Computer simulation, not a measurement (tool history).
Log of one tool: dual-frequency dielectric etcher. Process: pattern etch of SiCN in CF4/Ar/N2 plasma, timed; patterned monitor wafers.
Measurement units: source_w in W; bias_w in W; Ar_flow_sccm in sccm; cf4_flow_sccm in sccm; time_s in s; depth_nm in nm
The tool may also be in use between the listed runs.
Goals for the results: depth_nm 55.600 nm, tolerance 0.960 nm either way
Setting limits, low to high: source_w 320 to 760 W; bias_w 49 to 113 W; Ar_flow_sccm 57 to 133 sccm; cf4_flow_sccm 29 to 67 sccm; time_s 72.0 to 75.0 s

run  hour  source_w  bias_w  Ar_flow_sccm  cf4_flow_sccm  time_s  depth_nm
  1   0.0       540      81            95             48    72.0    67.702
  2   8.3       540      81            95             48    72.0    68.055
  3   9.3       540      81            95             53    72.0    68.978
  4  14.6       500      81            95             53    72.0    64.306
     15.4  -- source power generator calibrated
  5  15.4       500      81           110             53    72.0    65.833
  6  21.6       500      93           110             53    72.0    68.292
  7  27.6       460      93           110             53    72.0    63.619
  8  35.4       440      93           110             53    72.0    61.167
  9  37.4       370      92           110             53    72.0    51.881
 10  40.9       380      92           110             53    72.0    52.990
 11  44.0       390      92           110             53    72.0    54.006

Consider the 5 candidate settings below. Which is the only one whose results all fall within their allowed miss of target?
  A  47.1       380      85           103             54    72.0         ?
  B  47.1       340     108           116             66    72.0         ?
  C  47.1       380      89           112             51    74.0         ?
  D  47.1       360      84           109             57    73.5         ?
  E  47.1       390      98           109             54    72.0         ?

move  depth_nm
   A    52.244
   B    51.568
   C    53.322
   D    50.627
   E    55.486
A: lands further from the targets than the last run did
B: lands further from the targets than the last run did
C: lands further from the targets than the last run did
D: lands further from the targets than the last run did
E: hits every target within its allowed miss
Answer: E

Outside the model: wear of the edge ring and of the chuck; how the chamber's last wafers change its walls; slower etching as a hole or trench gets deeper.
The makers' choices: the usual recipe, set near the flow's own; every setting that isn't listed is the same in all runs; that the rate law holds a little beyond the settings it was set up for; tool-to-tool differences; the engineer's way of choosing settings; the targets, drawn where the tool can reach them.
